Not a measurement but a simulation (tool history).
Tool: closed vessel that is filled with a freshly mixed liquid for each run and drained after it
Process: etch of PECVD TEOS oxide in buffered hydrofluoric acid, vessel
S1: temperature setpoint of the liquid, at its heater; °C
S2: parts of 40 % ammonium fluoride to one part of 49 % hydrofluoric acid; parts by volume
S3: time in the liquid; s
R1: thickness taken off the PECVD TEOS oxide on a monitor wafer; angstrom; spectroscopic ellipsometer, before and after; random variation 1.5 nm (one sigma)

run    day    S1    S2   S3      R1
  1  0.000  23.0  12.0   95  1899.0
  2  0.071  23.0  12.0   95  1898.6
  3  0.421  23.0  13.5   95  1687.8
  4  0.617  24.0  12.5   95  1927.6
  5  0.908  25.0  12.0   95  2130.6
  6  1.033  25.0  12.0  100  2225.5
  7  1.358  25.5  11.5  100  2376.1
  8  1.512  26.0  11.0  100  2573.7

Run 9 comes next. What will it give?
  9  1.592  30.0  7.0  100   ?

Run 9 gave R1 4872.3 angstrom.
